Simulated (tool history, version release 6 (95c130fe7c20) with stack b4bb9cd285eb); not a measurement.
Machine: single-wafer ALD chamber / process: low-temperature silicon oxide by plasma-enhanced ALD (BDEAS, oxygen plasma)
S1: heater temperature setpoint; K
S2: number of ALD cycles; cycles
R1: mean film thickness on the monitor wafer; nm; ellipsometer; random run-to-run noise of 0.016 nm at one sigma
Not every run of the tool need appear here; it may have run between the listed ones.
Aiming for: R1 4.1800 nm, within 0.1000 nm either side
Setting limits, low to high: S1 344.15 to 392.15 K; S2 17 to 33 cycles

{"run": 1, "hour": 0.0, "S1": 368.15, "S2": 25, "R1": 3.8349}
{"run": 2, "hour": 7.5, "S1": 368.15, "S2": 22, "R1": 3.3533}
{"run": 3, "hour": 10.2, "S1": 368.15, "S2": 24, "R1": 3.6816}
{"run": 4, "hour": 13.9, "S1": 366.15, "S2": 24, "R1": 3.6976}
{"hour": 19.8, "done": "thermocouple changed; heater temperature recalibrated"}
{"run": 5, "hour": 19.8, "S1": 366.15, "S2": 21, "R1": 3.1751}
{"run": 6, "hour": 25.6, "S1": 366.15, "S2": 24, "R1": 3.6463}
{"run": 7, "hour": 31.0, "S1": 366.15, "S2": 25, "R1": 3.8104}
{"run": 8, "hour": 32.5, "S1": 366.15, "S2": 26, "R1": 3.9437}

Which one of the following 4 next-run settings gets every result inside its allowed miss? There is exactly one.
{"run": "A", "hour": 34.0, "S1": 366.15, "S2": 25, "R1": "?"}
{"run": "B", "hour": 34.0, "S1": 368.15, "S2": 29, "R1": "?"}
{"run": "C", "hour": 34.0, "S1": 364.15, "S2": 29, "R1": "?"}
{"run": "D", "hour": 34.0, "S1": 373.15, "S2": 28, "R1": "?"}

move=A R1=3.7954
move=B R1=4.3673
move=C R1=4.4379
move=D R1=4.1367
A: further off than the last run
B: moves the result that the last run missed by most past its target, out the other side
C: moves the result that the last run missed by most past its target, out the other side
D: hits every target within its allowed miss
Go with D: it meets all targets.
